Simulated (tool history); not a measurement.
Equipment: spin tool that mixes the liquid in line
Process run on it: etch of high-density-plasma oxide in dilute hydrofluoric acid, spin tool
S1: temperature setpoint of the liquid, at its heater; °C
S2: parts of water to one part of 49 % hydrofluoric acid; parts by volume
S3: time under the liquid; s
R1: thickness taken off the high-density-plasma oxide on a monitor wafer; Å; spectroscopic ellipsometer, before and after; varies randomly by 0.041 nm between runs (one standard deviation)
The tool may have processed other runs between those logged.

run	hour	S1	S2	S3	R1
1	0.0	22.0	125	210	69.051
2	2.9	22.0	90	210	99.488
3	9.3	21.0	95	210	90.872
4	14.2	21.0	75	210	118.630
5	16.4	20.0	85	210	97.351
6	22.1	20.0	105	210	77.133

Predict the results of run 7:
7	30.5	19.5	105	210	?

{"run 7": {"R1": 75.529}}

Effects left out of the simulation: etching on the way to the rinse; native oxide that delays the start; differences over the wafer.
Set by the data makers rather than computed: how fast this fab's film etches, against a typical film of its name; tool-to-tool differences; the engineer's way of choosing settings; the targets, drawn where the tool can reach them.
